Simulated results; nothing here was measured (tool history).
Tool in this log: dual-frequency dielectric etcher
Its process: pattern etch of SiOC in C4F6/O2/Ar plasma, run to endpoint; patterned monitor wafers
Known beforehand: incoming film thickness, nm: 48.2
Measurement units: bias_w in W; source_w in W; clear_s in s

{"run": 1, "hour": 0.0, "bias_w": 595, "source_w": 420, "clear_s": 15.738}
{"run": 2, "hour": 4.4, "bias_w": 595, "source_w": 360, "clear_s": 16.934}
{"run": 3, "hour": 10.7, "bias_w": 632, "source_w": 380, "clear_s": 16.085}
{"run": 4, "hour": 14.1, "bias_w": 632, "source_w": 420, "clear_s": 15.528}
{"run": 5, "hour": 17.9, "bias_w": 592, "source_w": 420, "clear_s": 15.716}
{"run": 6, "hour": 22.3, "bias_w": 592, "source_w": 490, "clear_s": 15.069}

What does the tool deliver on the next run?
{"run": 7, "hour": 24.3, "bias_w": 622, "source_w": 500, "clear_s": "?"}

Logged for run 7: clear_s 14.555 s.
